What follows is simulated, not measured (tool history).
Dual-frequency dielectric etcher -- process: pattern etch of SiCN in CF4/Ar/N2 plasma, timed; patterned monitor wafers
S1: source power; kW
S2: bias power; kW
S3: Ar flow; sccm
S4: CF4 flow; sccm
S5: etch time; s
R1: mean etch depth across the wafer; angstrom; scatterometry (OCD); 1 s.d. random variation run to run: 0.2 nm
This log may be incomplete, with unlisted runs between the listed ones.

run  hour     S1     S2   S3  S4    S5      R1
  1   0.0  0.570  0.096  126  67  50.5  536.96
  2   8.1  0.590  0.096  126  67  50.5  555.70
  3  10.8  0.590  0.084  126  67  50.5  526.61
  4  11.6  0.610  0.084  126  67  50.5  541.65
  5  19.0  0.610  0.084  126  67  50.5  542.80
  6  25.2  0.630  0.084  126  67  50.5  555.79

Run 7 comes next. What will it give?
  7  34.0  0.650  0.084  126  67  50.5   ?

{"run 7": {"R1": 576.45}}
